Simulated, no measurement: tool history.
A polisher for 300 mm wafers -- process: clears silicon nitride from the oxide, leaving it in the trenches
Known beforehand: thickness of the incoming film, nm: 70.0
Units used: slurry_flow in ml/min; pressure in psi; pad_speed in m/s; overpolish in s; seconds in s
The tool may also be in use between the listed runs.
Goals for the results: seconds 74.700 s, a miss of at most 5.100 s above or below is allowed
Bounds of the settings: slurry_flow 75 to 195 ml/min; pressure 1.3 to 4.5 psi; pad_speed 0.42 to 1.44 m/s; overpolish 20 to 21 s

Run 1, hour 0.0: slurry_flow 125 ml/min, pressure 2.9 psi, pad_speed 0.92 m/s, overpolish 20 s. Result: seconds 104.040 s.
Run 2, hour 5.5: slurry_flow 125 ml/min, pressure 2.9 psi, pad_speed 0.76 m/s, overpolish 20 s. Result: seconds 132.480 s.
Run 3, hour 7.8: slurry_flow 125 ml/min, pressure 2.9 psi, pad_speed 0.98 m/s, overpolish 20 s. Result: seconds 99.070 s.
Run 4, hour 15.4: slurry_flow 150 ml/min, pressure 2.9 psi, pad_speed 0.98 m/s, overpolish 20 s. Result: seconds 97.698 s.
Run 5, hour 18.7: slurry_flow 150 ml/min, pressure 2.9 psi, pad_speed 0.98 m/s, overpolish 20 s. Result: seconds 94.712 s.
Run 6, hour 26.8: slurry_flow 150 ml/min, pressure 3.0 psi, pad_speed 0.98 m/s, overpolish 20 s. Result: seconds 96.699 s.
Run 7, hour 29.2: slurry_flow 150 ml/min, pressure 3.1 psi, pad_speed 1.00 m/s, overpolish 20 s. Result: seconds 89.614 s.
Run 8, hour 37.6: slurry_flow 150 ml/min, pressure 3.2 psi, pad_speed 1.00 m/s, overpolish 20 s. Result: seconds 89.091 s.
At hour 42.1: worn pad replaced by a new one.
Run 9, hour 42.1: slurry_flow 150 ml/min, pressure 3.3 psi, pad_speed 1.00 m/s, overpolish 20 s. Result: seconds 83.234 s.
Run 10, hour 46.6: slurry_flow 150 ml/min, pressure 3.4 psi, pad_speed 1.00 m/s, overpolish 20 s. Result: seconds 79.863 s.

Consider the 4 candidate settings below. Which is the only one whose results all fall within their allowed miss of target?
Run A, hour 51.1: slurry_flow 190 ml/min, pressure 3.9 psi, pad_speed 0.96 m/s, overpolish 21 s. Result: seconds ?.
Run B, hour 51.1: slurry_flow 175 ml/min, pressure 3.2 psi, pad_speed 0.98 m/s, overpolish 21 s. Result: seconds ?.
Run C, hour 51.1: slurry_flow 170 ml/min, pressure 3.2 psi, pad_speed 0.92 m/s, overpolish 21 s. Result: seconds ?.
Run D, hour 51.1: slurry_flow 130 ml/min, pressure 3.2 psi, pad_speed 1.32 m/s, overpolish 20 s. Result: seconds ?.

move  seconds
   A   72.888
   B   83.515
   C   89.152
   D   65.304
A: each result inside its tolerance
B: lands further from the targets than the last run did
C: lands further from the targets than the last run did
D: pushes the last run's worst result past its target
Go with A: it meets all targets.

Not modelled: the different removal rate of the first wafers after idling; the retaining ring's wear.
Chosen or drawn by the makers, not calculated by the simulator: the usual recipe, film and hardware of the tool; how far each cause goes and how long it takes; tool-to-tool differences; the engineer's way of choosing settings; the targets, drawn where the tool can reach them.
